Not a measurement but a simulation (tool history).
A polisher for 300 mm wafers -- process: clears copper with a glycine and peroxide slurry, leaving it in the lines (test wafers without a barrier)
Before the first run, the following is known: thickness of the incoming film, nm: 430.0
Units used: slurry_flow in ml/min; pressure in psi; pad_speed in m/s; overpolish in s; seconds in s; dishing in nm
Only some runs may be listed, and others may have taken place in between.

run  hour  slurry_flow  pressure  pad_speed  overpolish  seconds  dishing
  1   0.0          260       3.0       1.30          19   49.623   85.781
  2   8.7          260       3.0       1.14          19   53.306   80.923
  3   9.6          260       3.0       1.14          16   53.756   71.836
  4  15.6          260       3.0       1.14          19   54.838   82.243
  5  23.5          260       3.0       0.86          19   62.758   73.028
  6  24.3          260       3.2       0.88          16   58.897   66.112

Run 7 is up next; what results do you expect?
  7  29.3          260       3.3       0.88          14        ?        ?

seconds: 58.540 s
dishing: 62.007 nm
